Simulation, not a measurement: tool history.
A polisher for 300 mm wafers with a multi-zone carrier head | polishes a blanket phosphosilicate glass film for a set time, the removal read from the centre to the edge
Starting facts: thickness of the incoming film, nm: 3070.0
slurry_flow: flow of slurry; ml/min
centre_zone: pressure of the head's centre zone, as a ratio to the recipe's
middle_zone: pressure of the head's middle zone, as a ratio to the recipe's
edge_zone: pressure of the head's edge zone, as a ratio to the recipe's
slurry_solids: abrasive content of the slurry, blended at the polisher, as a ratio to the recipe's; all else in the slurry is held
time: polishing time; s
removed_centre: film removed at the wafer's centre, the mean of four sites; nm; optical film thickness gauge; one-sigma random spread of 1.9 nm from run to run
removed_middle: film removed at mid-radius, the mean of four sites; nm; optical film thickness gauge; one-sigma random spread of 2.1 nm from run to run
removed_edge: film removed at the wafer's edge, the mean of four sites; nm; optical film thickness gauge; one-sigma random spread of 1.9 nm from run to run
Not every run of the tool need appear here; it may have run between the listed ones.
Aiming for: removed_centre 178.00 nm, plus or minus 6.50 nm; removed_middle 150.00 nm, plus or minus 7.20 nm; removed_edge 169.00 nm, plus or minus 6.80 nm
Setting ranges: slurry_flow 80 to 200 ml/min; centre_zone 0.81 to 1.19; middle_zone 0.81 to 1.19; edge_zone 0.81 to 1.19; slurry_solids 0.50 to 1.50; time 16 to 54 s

{"run": 1, "hour": 0.0, "slurry_flow": 130, "centre_zone": 1.0, "middle_zone": 1.0, "edge_zone": 1.0, "slurry_solids": 1.0, "time": 35, "removed_centre": 302.6, "removed_middle": 279.52, "removed_edge": 298.01}
{"run": 2, "hour": 0.7, "slurry_flow": 155, "centre_zone": 1.0, "middle_zone": 1.0, "edge_zone": 1.0, "slurry_solids": 1.0, "time": 35, "removed_centre": 311.71, "removed_middle": 293.79, "removed_edge": 299.01}
{"run": 3, "hour": 4.7, "slurry_flow": 175, "centre_zone": 1.0, "middle_zone": 1.0, "edge_zone": 1.0, "slurry_solids": 1.0, "time": 35, "removed_centre": 322.56, "removed_middle": 298.32, "removed_edge": 312.37}
{"run": 4, "hour": 11.1, "slurry_flow": 150, "centre_zone": 1.0, "middle_zone": 1.0, "edge_zone": 1.0, "slurry_solids": 1.0, "time": 35, "removed_centre": 306.46, "removed_middle": 290.0, "removed_edge": 305.59}
{"run": 5, "hour": 12.3, "slurry_flow": 150, "centre_zone": 1.07, "middle_zone": 1.0, "edge_zone": 1.0, "slurry_solids": 1.0, "time": 35, "removed_centre": 334.9, "removed_middle": 290.5, "removed_edge": 303.87}
{"run": 6, "hour": 18.8, "slurry_flow": 145, "centre_zone": 1.05, "middle_zone": 0.98, "edge_zone": 0.98, "slurry_solids": 0.9, "time": 33, "removed_centre": 285.3, "removed_middle": 256.66, "removed_edge": 274.18}
{"run": 7, "hour": 24.1, "slurry_flow": 145, "centre_zone": 1.13, "middle_zone": 0.9, "edge_zone": 0.9, "slurry_solids": 0.65, "time": 23, "removed_centre": 188.91, "removed_middle": 144.6, "removed_edge": 158.8}
{"run": 8, "hour": 30.2, "slurry_flow": 145, "centre_zone": 1.12, "middle_zone": 0.9, "edge_zone": 0.91, "slurry_solids": 0.65, "time": 23, "removed_centre": 186.49, "removed_middle": 151.07, "removed_edge": 160.57}
{"run": 9, "hour": 37.6, "slurry_flow": 140, "centre_zone": 1.11, "middle_zone": 0.89, "edge_zone": 0.93, "slurry_solids": 0.65, "time": 23, "removed_centre": 183.96, "removed_middle": 145.14, "removed_edge": 160.74}
{"run": 10, "hour": 43.5, "slurry_flow": 140, "centre_zone": 1.1, "middle_zone": 0.89, "edge_zone": 0.94, "slurry_solids": 0.65, "time": 23, "removed_centre": 182.12, "removed_middle": 143.52, "removed_edge": 161.38}

Exactly one of the 5 candidate moves below puts every result within its allowed miss. Which one?
{"run": "A", "hour": 49.4, "slurry_flow": 150, "centre_zone": 1.11, "middle_zone": 0.87, "edge_zone": 0.97, "slurry_solids": 0.7, "time": 23, "removed_centre": "?", "removed_middle": "?", "removed_edge": "?"}
{"run": "B", "hour": 49.4, "slurry_flow": 150, "centre_zone": 1.16, "middle_zone": 0.92, "edge_zone": 0.86, "slurry_solids": 0.65, "time": 23, "removed_centre": "?", "removed_middle": "?", "removed_edge": "?"}
{"run": "C", "hour": 49.4, "slurry_flow": 160, "centre_zone": 1.07, "middle_zone": 0.97, "edge_zone": 0.93, "slurry_solids": 0.75, "time": 21, "removed_centre": "?", "removed_middle": "?", "removed_edge": "?"}
{"run": "D", "hour": 49.4, "slurry_flow": 135, "centre_zone": 1.08, "middle_zone": 0.94, "edge_zone": 0.81, "slurry_solids": 0.6, "time": 24, "removed_centre": "?", "removed_middle": "?", "removed_edge": "?"}
{"run": "E", "hour": 49.4, "slurry_flow": 100, "centre_zone": 1.09, "middle_zone": 0.95, "edge_zone": 1.0, "slurry_solids": 0.6, "time": 26, "removed_centre": "?", "removed_middle": "?", "removed_edge": "?"}

move=A removed_centre=188.24 removed_middle=145.03 removed_edge=171.63
move=B removed_centre=189.43 removed_middle=147.36 removed_edge=157.39
move=C removed_centre=174.12 removed_middle=151.02 removed_edge=159.22
move=D removed_centre=175.77 removed_middle=148.12 removed_edge=152.20
move=E removed_centre=174.59 removed_middle=149.06 removed_edge=171.58
A: the worst result of the last run now meets its target, but another is out of spec
B: misses by more than the last run did
C: misses by more than the last run did
D: misses by more than the last run did
E: hits every target within its allowed miss
So the answer is move E, the one that meets all the targets.
